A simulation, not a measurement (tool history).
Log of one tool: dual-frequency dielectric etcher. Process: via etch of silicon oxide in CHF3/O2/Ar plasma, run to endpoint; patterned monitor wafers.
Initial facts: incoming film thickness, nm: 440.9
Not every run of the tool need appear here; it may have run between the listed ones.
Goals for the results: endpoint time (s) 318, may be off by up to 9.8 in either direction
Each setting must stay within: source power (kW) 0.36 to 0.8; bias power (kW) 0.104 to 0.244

run	hour	source power (kW)	bias power (kW)	endpoint time (s)
1	0	0.58	0.174	227.88
2	8.8	0.62	0.174	223.43
3	10.4	0.56	0.157	243.41
4	16.4	0.65	0.157	226.54
5	17.1	0.65	0.146	233.41
6	22.3	0.58	0.136	261.13
7	26.5	0.47	0.123	292.57
8	35	0.45	0.121	305.48

4 candidate next runs follow, results not yet known. Just one meets every target within its allowed miss. Identify it.
A	43.5	0.43	0.119	?
B	43.5	0.48	0.126	?
C	43.5	0.45	0.132	?
D	43.5	0.48	0.12	?

move	endpoint time (s)
A	311.15
B	286.11
C	288.65
D	293.19
A: each result inside its tolerance
B: misses by more than the last run did
C: misses by more than the last run did
D: misses by more than the last run did
The right move is A.
